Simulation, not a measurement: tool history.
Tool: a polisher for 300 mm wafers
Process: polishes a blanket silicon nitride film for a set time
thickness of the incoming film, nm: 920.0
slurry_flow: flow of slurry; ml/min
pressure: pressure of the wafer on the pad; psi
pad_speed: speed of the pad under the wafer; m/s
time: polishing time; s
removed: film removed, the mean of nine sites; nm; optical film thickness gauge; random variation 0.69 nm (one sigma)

| run | hour | slurry_flow | pressure | pad_speed | time | removed |
|---|---|---|---|---|---|---|
| 1 | 0 | 190 | 4 | 0.86 | 52 | 79.153 |
| 2 | 4.7 | 195 | 4.1 | 0.86 | 52 | 81.358 |
| 3 | 9.9 | 195 | 4.1 | 0.86 | 52 | 83.127 |
| 4 | 18.9 | 195 | 3.2 | 0.86 | 52 | 68.517 |
|  | 20 | worn pad replaced by a new one |
| 5 | 20 | 205 | 3.4 | 0.86 | 52 | 78.092 |
| 6 | 20.9 | 205 | 3.4 | 0.7 | 52 | 65.292 |
| 7 | 24.7 | 220 | 3.5 | 0.7 | 52 | 67.317 |

Run 8 comes next. What will it give?
| 8 | 32.9 | 220 | 3.5 | 0.7 | 52 | ? |

Run 8 gave removed 68.471 nm.

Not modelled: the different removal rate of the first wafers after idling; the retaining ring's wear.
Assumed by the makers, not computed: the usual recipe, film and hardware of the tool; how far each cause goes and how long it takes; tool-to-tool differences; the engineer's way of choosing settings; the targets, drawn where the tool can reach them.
